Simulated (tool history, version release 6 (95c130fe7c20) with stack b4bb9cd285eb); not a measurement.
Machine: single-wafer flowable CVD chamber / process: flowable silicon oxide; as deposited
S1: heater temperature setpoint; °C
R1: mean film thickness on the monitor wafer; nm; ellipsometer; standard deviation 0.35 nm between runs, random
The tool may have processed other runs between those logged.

Run 1, day 0: S1 110 °C, chamber pressure (Pa) 118.3, RF power (W) 1735, deposition time (s) 335. Result: R1 154.94 nm.
Run 2, day 0.296: S1 112 °C, chamber pressure (Pa) 118.1, RF power (W) 1735, deposition time (s) 335. Result: R1 146.57 nm.
Run 3, day 0.438: S1 112 °C, chamber pressure (Pa) 118.1, RF power (W) 1915, deposition time (s) 335. Result: R1 150.35 nm.
Run 4, day 0.65: S1 114 °C, chamber pressure (Pa) 118.1, RF power (W) 1915, deposition time (s) 335. Result: R1 142.53 nm.
Run 5, day 0.954: S1 115 °C, chamber pressure (Pa) 118.1, RF power (W) 1915, deposition time (s) 335. Result: R1 138.57 nm.
Run 6, day 1.121: S1 116 °C, chamber pressure (Pa) 118.1, RF power (W) 1915, deposition time (s) 335. Result: R1 134.72 nm.
Run 7, day 1.496: S1 117 °C, chamber pressure (Pa) 118.1, RF power (W) 1915, deposition time (s) 335. Result: R1 131.42 nm.

Run 8, settings as shown, results not yet in. Your forecast:
Run 8, day 1.558: S1 118 °C, chamber pressure (Pa) 118.1, RF power (W) 1915, deposition time (s) 335. Result: R1 ?.

{"run 8": {"R1": 127.67}}
